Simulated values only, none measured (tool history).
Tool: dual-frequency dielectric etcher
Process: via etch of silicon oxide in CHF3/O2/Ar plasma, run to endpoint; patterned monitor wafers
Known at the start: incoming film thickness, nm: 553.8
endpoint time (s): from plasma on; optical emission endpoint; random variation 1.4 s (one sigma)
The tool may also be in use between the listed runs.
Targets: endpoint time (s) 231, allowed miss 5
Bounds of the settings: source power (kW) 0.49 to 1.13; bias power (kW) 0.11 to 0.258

{"run": 1, "hour": 0.0, "source power (kW)": 0.81, "bias power (kW)": 0.184, "endpoint time (s)": 256.53}
{"run": 2, "hour": 7.0, "source power (kW)": 0.81, "bias power (kW)": 0.157, "endpoint time (s)": 261}
{"run": 3, "hour": 8.2, "source power (kW)": 0.68, "bias power (kW)": 0.157, "endpoint time (s)": 274.68}
{"run": 4, "hour": 17.0, "source power (kW)": 0.79, "bias power (kW)": 0.168, "endpoint time (s)": 260.61}
{"run": 5, "hour": 23.5, "source power (kW)": 0.87, "bias power (kW)": 0.175, "endpoint time (s)": 256.6}
{"run": 6, "hour": 27.1, "source power (kW)": 0.87, "bias power (kW)": 0.187, "endpoint time (s)": 248.45}
{"run": 7, "hour": 32.7, "source power (kW)": 0.92, "bias power (kW)": 0.192, "endpoint time (s)": 243.3}
{"run": 8, "hour": 38.2, "source power (kW)": 0.95, "bias power (kW)": 0.195, "endpoint time (s)": 240.71}
{"run": 9, "hour": 44.8, "source power (kW)": 0.98, "bias power (kW)": 0.198, "endpoint time (s)": 239.16}
{"run": 10, "hour": 45.9, "source power (kW)": 1, "bias power (kW)": 0.201, "endpoint time (s)": 236.6}

5 next moves are on the table. One of them brings every result within its allowed miss. Which?
{"run": "A", "hour": 47.0, "source power (kW)": 0.94, "bias power (kW)": 0.182, "endpoint time (s)": "?"}
{"run": "B", "hour": 47.0, "source power (kW)": 1.06, "bias power (kW)": 0.205, "endpoint time (s)": "?"}
{"run": "C", "hour": 47.0, "source power (kW)": 1.02, "bias power (kW)": 0.258, "endpoint time (s)": "?"}
{"run": "D", "hour": 47.0, "source power (kW)": 0.9, "bias power (kW)": 0.161, "endpoint time (s)": "?"}
{"run": "E", "hour": 47.0, "source power (kW)": 0.95, "bias power (kW)": 0.2, "endpoint time (s)": "?"}

move=A endpoint_time_(s)=246.99
move=B endpoint_time_(s)=232.26
move=C endpoint_time_(s)=222.42
move=D endpoint_time_(s)=256.59
move=E endpoint_time_(s)=241.19
A: further off than the last run
B: meets every target
C: takes the result that was furthest off past its target
D: further off than the last run
E: further off than the last run
Move B is the one to make.

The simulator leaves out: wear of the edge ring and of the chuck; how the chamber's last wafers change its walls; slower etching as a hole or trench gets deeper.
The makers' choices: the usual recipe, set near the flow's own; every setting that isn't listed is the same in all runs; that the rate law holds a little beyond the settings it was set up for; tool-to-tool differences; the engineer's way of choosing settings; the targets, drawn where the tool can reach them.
